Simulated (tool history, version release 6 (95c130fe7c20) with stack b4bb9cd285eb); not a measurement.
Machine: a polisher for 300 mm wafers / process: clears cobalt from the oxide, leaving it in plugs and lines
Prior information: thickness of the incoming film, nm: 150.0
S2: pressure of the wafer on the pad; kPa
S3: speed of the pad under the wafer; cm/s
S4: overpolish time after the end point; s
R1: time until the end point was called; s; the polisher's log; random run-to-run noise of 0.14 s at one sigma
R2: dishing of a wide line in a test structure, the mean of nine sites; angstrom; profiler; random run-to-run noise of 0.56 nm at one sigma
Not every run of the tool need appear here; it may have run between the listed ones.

{"run": 1, "hour": 0.0, "flow of slurry (ml/min)": 150, "S2": 14.5, "S3": 112, "S4": 14, "R1": 24.298, "R2": 354.53}
{"run": 2, "hour": 1.3, "flow of slurry (ml/min)": 120, "S2": 14.5, "S3": 112, "S4": 14, "R1": 27.155, "R2": 347.52}
{"run": 3, "hour": 4.5, "flow of slurry (ml/min)": 130, "S2": 15.2, "S3": 114, "S4": 14, "R1": 24.414, "R2": 357.44}
{"run": 4, "hour": 9.2, "flow of slurry (ml/min)": 130, "S2": 15.2, "S3": 114, "S4": 19, "R1": 24.351, "R2": 387.12}
{"hour": 17.7, "done": "slurry nozzle cleaned"}
{"run": 5, "hour": 17.7, "flow of slurry (ml/min)": 130, "S2": 15.2, "S3": 136, "S4": 19, "R1": 18.762, "R2": 397.32}
{"run": 6, "hour": 18.9, "flow of slurry (ml/min)": 130, "S2": 15.2, "S3": 160, "S4": 19, "R1": 16.452, "R2": 407.03}
{"run": 7, "hour": 24.2, "flow of slurry (ml/min)": 135, "S2": 15.9, "S3": 160, "S4": 18, "R1": 15.518, "R2": 409.66}
{"run": 8, "hour": 29.1, "flow of slurry (ml/min)": 140, "S2": 16.5, "S3": 160, "S4": 17, "R1": 14.989, "R2": 401.48}
{"run": 9, "hour": 30.5, "flow of slurry (ml/min)": 145, "S2": 17.2, "S3": 160, "S4": 17, "R1": 14.373, "R2": 403.44}

What will run 10 give?
{"run": 10, "hour": 35.6, "flow of slurry (ml/min)": 150, "S2": 17.9, "S3": 160, "S4": 17, "R1": "?", "R2": "?"}

{"run 10": {"R1": 13.856, "R2": 411.86}}

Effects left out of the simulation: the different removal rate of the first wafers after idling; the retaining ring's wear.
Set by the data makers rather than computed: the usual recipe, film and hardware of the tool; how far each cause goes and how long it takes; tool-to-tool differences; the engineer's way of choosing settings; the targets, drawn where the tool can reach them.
